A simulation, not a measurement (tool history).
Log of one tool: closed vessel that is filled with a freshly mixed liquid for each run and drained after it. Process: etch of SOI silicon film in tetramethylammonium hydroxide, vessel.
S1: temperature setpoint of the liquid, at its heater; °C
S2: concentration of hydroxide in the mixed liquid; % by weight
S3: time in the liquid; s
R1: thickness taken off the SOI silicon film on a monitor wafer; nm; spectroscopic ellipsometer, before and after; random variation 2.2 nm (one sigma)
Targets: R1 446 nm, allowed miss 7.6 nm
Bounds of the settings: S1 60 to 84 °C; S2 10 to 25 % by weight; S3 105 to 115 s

run	day	S1	S2	S3	R1
1	0	73	19	105	602.7
2	0.258	72.5	19	105	585.91
3	0.604	72.5	17.5	105	603.38
4	0.733	72	17.5	105	587.32
5	0.996	72	14.5	105	628.58
6	1.258	71	14.5	105	596.04
7	1.392	65	14.5	105	413.73
8	1.762	65.5	14.5	105	428.28

4 next moves are on the table. One of them brings every result within its allowed miss. Which?
A	2.133	65.5	14.5	110	?
B	2.133	65.5	14.5	115	?
C	2.133	64.5	15.5	115	?
D	2.133	65	16.5	115	?

move	R1
A	447.07
B	467.39
C	426.92
D	430.86
A: meets every target
B: takes the result that was furthest off past its target
C: further off than the last run
D: nearer than the last run, and not there yet
Answer: A
